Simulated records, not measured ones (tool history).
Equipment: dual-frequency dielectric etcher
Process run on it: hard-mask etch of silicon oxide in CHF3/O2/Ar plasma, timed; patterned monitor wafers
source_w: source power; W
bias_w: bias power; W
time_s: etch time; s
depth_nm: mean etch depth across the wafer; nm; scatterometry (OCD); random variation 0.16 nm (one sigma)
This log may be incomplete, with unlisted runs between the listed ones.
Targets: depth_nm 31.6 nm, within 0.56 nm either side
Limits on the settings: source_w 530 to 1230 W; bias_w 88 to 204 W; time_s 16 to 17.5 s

{"run": 1, "day": 0.0, "source_w": 880, "bias_w": 146, "time_s": 17.5, "depth_nm": 37.941}
{"run": 2, "day": 0.167, "source_w": 820, "bias_w": 142, "time_s": 17.5, "depth_nm": 36.949}
{"run": 3, "day": 0.342, "source_w": 770, "bias_w": 136, "time_s": 17.5, "depth_nm": 35.838}
{"run": 4, "day": 0.571, "source_w": 730, "bias_w": 132, "time_s": 17.5, "depth_nm": 34.451}
{"run": 5, "day": 0.792, "source_w": 840, "bias_w": 132, "time_s": 17.5, "depth_nm": 36.602}
{"run": 6, "day": 0.833, "source_w": 700, "bias_w": 132, "time_s": 17.5, "depth_nm": 33.774}
{"run": 7, "day": 0.971, "source_w": 680, "bias_w": 131, "time_s": 17.5, "depth_nm": 33.576}
{"run": 8, "day": 1.275, "source_w": 660, "bias_w": 130, "time_s": 17.5, "depth_nm": 33.283}
{"run": 9, "day": 1.4, "source_w": 640, "bias_w": 129, "time_s": 17.5, "depth_nm": 32.471}

Which single option among these 4 for the next run brings every result within its allowed miss of target? Just one does.
{"run": "A", "day": 1.525, "source_w": 640, "bias_w": 135, "time_s": 17.5, "depth_nm": "?"}
{"run": "B", "day": 1.525, "source_w": 570, "bias_w": 143, "time_s": 17.5, "depth_nm": "?"}
{"run": "C", "day": 1.525, "source_w": 590, "bias_w": 115, "time_s": 17, "depth_nm": "?"}
{"run": "D", "day": 1.525, "source_w": 660, "bias_w": 137, "time_s": 17, "depth_nm": "?"}

move=A depth_nm=32.871
move=B depth_nm=31.795
move=C depth_nm=29.694
move=D depth_nm=32.459
A: misses by more than the last run did
B: in spec on every target
C: the result that was furthest off in the last run now lies on the other side of its target
D: just as far off the targets as the last run
Go with B: it meets all targets.

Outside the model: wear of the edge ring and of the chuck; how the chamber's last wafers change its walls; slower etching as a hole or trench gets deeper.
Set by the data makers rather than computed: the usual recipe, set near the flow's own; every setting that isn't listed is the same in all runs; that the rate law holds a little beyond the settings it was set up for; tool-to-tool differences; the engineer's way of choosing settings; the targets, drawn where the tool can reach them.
